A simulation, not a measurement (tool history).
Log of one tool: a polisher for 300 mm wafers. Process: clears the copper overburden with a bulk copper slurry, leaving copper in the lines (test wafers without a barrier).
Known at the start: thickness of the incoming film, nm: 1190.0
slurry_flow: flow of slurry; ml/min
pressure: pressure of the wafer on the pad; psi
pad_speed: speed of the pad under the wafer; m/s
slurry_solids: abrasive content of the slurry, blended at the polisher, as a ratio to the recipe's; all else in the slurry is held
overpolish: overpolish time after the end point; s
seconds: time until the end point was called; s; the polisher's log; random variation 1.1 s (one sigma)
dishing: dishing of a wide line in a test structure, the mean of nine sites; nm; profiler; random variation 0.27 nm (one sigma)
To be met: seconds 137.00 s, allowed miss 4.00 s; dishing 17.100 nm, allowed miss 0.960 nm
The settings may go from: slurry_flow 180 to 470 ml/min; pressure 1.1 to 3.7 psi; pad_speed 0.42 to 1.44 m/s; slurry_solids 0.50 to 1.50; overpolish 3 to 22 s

| run | hour | slurry_flow | pressure | pad_speed | slurry_solids | overpolish | seconds | dishing |
|---|---|---|---|---|---|---|---|---|
| 1 | 0.0 | 300 | 2.4 | 0.92 | 1.00 | 11 | 135.66 | 51.596 |
| 2 | 5.1 | 230 | 2.4 | 0.92 | 1.00 | 11 | 137.50 | 51.182 |
| 3 | 7.3 | 270 | 2.2 | 0.98 | 1.00 | 10 | 137.99 | 48.028 |
| 4 | 10.3 | 270 | 2.2 | 0.98 | 1.00 | 6 | 140.00 | 31.362 |
| 5 | 15.2 | 270 | 2.2 | 0.98 | 1.00 | 8 | 139.73 | 39.981 |
| 6 | 17.0 | 270 | 2.6 | 0.98 | 1.00 | 8 | 119.63 | 47.274 |
| 7 | 22.5 | 300 | 2.4 | 1.02 | 1.10 | 7 | 120.10 | 41.134 |
| 8 | 27.8 | 325 | 2.2 | 1.04 | 1.15 | 6 | 125.42 | 34.671 |
| 9 | 30.9 | 350 | 2.0 | 1.08 | 1.20 | 6 | 130.66 | 32.358 |
| 10 | 32.8 | 370 | 1.9 | 1.12 | 1.25 | 6 | 132.70 | 32.800 |

4 next moves are on the table. One of them brings every result within its allowed miss. Which?
| A | 34.7 | 375 | 1.8 | 1.12 | 1.25 | 3 | ? | ? |
| B | 34.7 | 325 | 1.7 | 1.08 | 1.40 | 4 | ? | ? |
| C | 34.7 | 390 | 1.9 | 1.20 | 1.10 | 3 | ? | ? |
| D | 34.7 | 290 | 2.5 | 0.88 | 1.25 | 3 | ? | ? |

| move | seconds | dishing |
|---|---|---|
| A | 136.65 | 17.201 |
| B | 146.36 | 20.943 |
| C | 125.39 | 18.652 |
| D | 126.90 | 18.629 |
A: meets every target
B: nearer than the last run, and not there yet
C: nearer than the last run, and not there yet
D: nearer than the last run, and not there yet
Answer: A
